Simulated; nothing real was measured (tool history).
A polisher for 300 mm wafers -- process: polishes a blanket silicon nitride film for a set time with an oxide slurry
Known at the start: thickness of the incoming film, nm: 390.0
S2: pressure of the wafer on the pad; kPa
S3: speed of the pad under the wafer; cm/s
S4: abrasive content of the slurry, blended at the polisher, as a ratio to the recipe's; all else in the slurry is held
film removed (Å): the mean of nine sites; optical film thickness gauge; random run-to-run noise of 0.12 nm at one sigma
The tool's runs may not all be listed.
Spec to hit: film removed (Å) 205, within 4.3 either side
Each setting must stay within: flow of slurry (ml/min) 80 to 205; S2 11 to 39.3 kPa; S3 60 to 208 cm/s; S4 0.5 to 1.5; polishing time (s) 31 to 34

Run 1, hour 0: flow of slurry (ml/min) 135, S2 24.8 kPa, S3 134 cm/s, S4 1, polishing time (s) 34. Result: film removed (Å) 273.55.
Run 2, hour 6.4: flow of slurry (ml/min) 115, S2 24.8 kPa, S3 134 cm/s, S4 1, polishing time (s) 34. Result: film removed (Å) 263.77.
Run 3, hour 14.4: flow of slurry (ml/min) 115, S2 24.8 kPa, S3 134 cm/s, S4 1, polishing time (s) 34. Result: film removed (Å) 266.13.
Run 4, hour 17.4: flow of slurry (ml/min) 115, S2 24.8 kPa, S3 134 cm/s, S4 1, polishing time (s) 31. Result: film removed (Å) 240.49.
Run 5, hour 24.3: flow of slurry (ml/min) 110, S2 24.1 kPa, S3 134 cm/s, S4 1, polishing time (s) 31. Result: film removed (Å) 232.82.
Run 6, hour 31.3: flow of slurry (ml/min) 110, S2 24.1 kPa, S3 150 cm/s, S4 1, polishing time (s) 31. Result: film removed (Å) 256.09.
Run 7, hour 35.8: flow of slurry (ml/min) 105, S2 22.8 kPa, S3 150 cm/s, S4 1, polishing time (s) 31. Result: film removed (Å) 237.72.
Run 8, hour 42.2: flow of slurry (ml/min) 85, S2 19.3 kPa, S3 150 cm/s, S4 1, polishing time (s) 31. Result: film removed (Å) 195.59.

Which one of the following 4 next-run settings gets every result inside its allowed miss? There is exactly one.
Run A, hour 48.6: flow of slurry (ml/min) 80, S2 20.7 kPa, S3 144 cm/s, S4 1.05, polishing time (s) 31. Result: film removed (Å) ?.
Run B, hour 48.6: flow of slurry (ml/min) 85, S2 17.2 kPa, S3 156 cm/s, S4 1, polishing time (s) 31. Result: film removed (Å) ?.
Run C, hour 48.6: flow of slurry (ml/min) 90, S2 19.3 kPa, S3 146 cm/s, S4 0.75, polishing time (s) 34. Result: film removed (Å) ?.
Run D, hour 48.6: flow of slurry (ml/min) 100, S2 17.2 kPa, S3 136 cm/s, S4 1.05, polishing time (s) 34. Result: film removed (Å) ?.

move  film removed (Å)
   A            206.09
   B            182.67
   C            188.28
   D            188.65
A: all results in spec
B: misses by more than the last run did
C: misses by more than the last run did
D: misses by more than the last run did
Move A is the one to make.
